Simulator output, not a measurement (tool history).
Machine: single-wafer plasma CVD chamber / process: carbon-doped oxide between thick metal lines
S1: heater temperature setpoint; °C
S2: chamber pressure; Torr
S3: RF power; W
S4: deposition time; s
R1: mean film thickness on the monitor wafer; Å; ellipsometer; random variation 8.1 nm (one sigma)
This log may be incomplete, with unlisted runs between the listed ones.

run	hour	S1	S2	S3	S4	R1
1	0	335	6.33	425	296	15553
2	3.6	335	6.33	425	296	15550
3	10.4	335	6.33	425	306	16100
4	15.5	335	5.34	425	306	15684
5	20.8	325	5.34	425	306	16313
6	26.4	325	5.97	425	306	16409
7	33	326	5.77	410	305	15837

What will run 8 give?
8	35.2	328	5.53	400	305	?

Run 8 measured R1 15512 Å.

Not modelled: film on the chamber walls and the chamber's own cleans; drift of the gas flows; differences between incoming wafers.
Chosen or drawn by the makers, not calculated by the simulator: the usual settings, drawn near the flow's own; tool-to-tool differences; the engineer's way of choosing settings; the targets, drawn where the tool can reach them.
